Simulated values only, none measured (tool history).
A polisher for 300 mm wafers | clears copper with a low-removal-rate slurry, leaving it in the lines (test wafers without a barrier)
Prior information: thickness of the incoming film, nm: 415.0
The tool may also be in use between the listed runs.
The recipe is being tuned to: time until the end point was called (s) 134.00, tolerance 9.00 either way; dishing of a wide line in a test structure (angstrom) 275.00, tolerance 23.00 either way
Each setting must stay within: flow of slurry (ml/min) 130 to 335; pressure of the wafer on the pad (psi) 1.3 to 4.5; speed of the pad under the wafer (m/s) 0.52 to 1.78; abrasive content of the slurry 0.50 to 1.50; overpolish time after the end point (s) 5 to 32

run,hour,flow of slurry (ml/min),pressure of the wafer on the pad (psi),speed of the pad under the wafer (m/s),abrasive content of the slurry,overpolish time after the end point (s),time until the end point was called (s),dishing of a wide line in a test structure (angstrom)
1,0.0,215,2.9,1.14,1.00,16,116.20,374.29
2,4.9,215,2.8,1.14,1.00,15,116.38,340.19
3,9.0,215,2.5,1.14,1.00,15,132.44,305.89
4,15.0,215,2.5,1.14,1.00,19,131.72,379.71
5,21.8,185,2.5,1.14,1.00,19,134.89,376.91
6,25.2,185,2.5,0.88,1.00,19,174.91,297.80
7,27.3,185,2.6,0.88,1.00,18,164.99,296.89
8,31.3,185,2.7,0.88,1.00,17,162.66,286.65
9,34.9,185,2.8,0.88,1.00,16,158.50,298.42
10,39.3,190,2.8,0.88,1.00,15,153.03,282.08

4 next moves are on the table. One of them brings every result within its allowed miss. Which?
A,43.7,180,3.2,0.74,1.00,13,?,?
B,43.7,220,2.4,0.98,0.95,12,?,?
C,43.7,135,2.9,0.98,1.10,16,?,?
D,43.7,195,2.8,1.04,0.90,13,?,?

move,time until the end point was called (s),dishing of a wide line in a test structure (angstrom)
A,160.25,251.28
B,160.55,231.83
C,135.62,341.43
D,133.55,291.59
A: its largest miss is bigger than the last run's
B: its largest miss is bigger than the last run's
C: the furthest-off result lands on target, but another misses its tolerance
D: in spec on every target
D is the move that brings every result within its allowed miss.
